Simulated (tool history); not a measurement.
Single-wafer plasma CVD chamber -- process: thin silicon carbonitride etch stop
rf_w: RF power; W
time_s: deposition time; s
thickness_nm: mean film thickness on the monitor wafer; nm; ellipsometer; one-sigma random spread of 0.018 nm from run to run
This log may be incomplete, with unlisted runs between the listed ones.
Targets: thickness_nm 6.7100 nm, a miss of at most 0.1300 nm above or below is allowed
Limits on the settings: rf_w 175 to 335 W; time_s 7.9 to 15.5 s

run 1 hour=0.0 | rf_w=255 time_s=11.7 | thickness_nm=7.2591
run 2 hour=6.1 | rf_w=285 time_s=11.7 | thickness_nm=7.4767
run 3 hour=10.6 | rf_w=310 time_s=11.7 | thickness_nm=7.5727
run 4 hour=17.5 | rf_w=325 time_s=11.7 | thickness_nm=7.6601
run 5 hour=21.6 | rf_w=315 time_s=11.4 | thickness_nm=7.3922
run 6 hour=30.3 | rf_w=315 time_s=12.8 | thickness_nm=8.3277
run 7 hour=32.7 | rf_w=305 time_s=12.3 | thickness_nm=7.9323
run 8 hour=38.9 | rf_w=295 time_s=11.9 | thickness_nm=7.5988
run 9 hour=44.0 | rf_w=285 time_s=11.6 | thickness_nm=7.3808
run 10 hour=51.1 | rf_w=275 time_s=11.4 | thickness_nm=7.2100
run 11 hour=54.3 | rf_w=270 time_s=11.2 | thickness_nm=7.0638
run 12 hour=56.6 | rf_w=265 time_s=11.1 | thickness_nm=6.9809
run 13 hour=62.4 | rf_w=260 time_s=11.0 | thickness_nm=6.8604
run 14 hour=66.1 | rf_w=255 time_s=11.0 | thickness_nm=6.8697

Of the 5 settings listed for the next run, only one would bring every result within its allowed miss of target. Which one?
run A hour=69.8 | rf_w=190 time_s=12.2 | thickness_nm=?
run B hour=69.8 | rf_w=255 time_s=11.4 | thickness_nm=?
run C hour=69.8 | rf_w=220 time_s=11.7 | thickness_nm=?
run D hour=69.8 | rf_w=270 time_s=11.4 | thickness_nm=?
run E hour=69.8 | rf_w=230 time_s=11.0 | thickness_nm=?

move=A thickness_nm=7.1924
move=B thickness_nm=7.0825
move=C thickness_nm=7.0747
move=D thickness_nm=7.1602
move=E thickness_nm=6.7048
A: further off than the last run
B: further off than the last run
C: further off than the last run
D: further off than the last run
E: in spec on every target
E is the move that brings every result within its allowed miss.
